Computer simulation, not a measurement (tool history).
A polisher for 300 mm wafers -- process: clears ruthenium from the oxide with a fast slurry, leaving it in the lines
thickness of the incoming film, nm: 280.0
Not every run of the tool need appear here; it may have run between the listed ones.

run,day,flow of slurry (ml/min),pressure of the wafer on the pad (psi),speed of the pad under the wafer (m/s),abrasive content of the slurry,overpolish time after the end point (s),time until the end point was called (s),dishing of a wide line in a test structure (Å)
1,0.000,125,2.9,1.14,1.0,8,45.744,401.82
2,0.079,125,2.9,1.40,1.0,8,35.316,462.53
3,0.450,105,2.9,1.40,1.0,8,37.422,454.61
4,0.792,105,2.9,1.26,1.0,8,41.418,422.45
5,0.967,105,3.0,1.26,1.0,8,39.156,429.46
6,1.138,105,3.1,1.26,1.0,8,39.889,457.25
7,1.258,110,3.1,1.28,1.0,8,36.808,464.14

Run 8 is up next; what results do you expect?
8,1.529,115,3.1,1.28,1.0,8,?,?

Run 8 measured time until the end point was called (s) 38.034, dishing of a wide line in a test structure (Å) 468.60.

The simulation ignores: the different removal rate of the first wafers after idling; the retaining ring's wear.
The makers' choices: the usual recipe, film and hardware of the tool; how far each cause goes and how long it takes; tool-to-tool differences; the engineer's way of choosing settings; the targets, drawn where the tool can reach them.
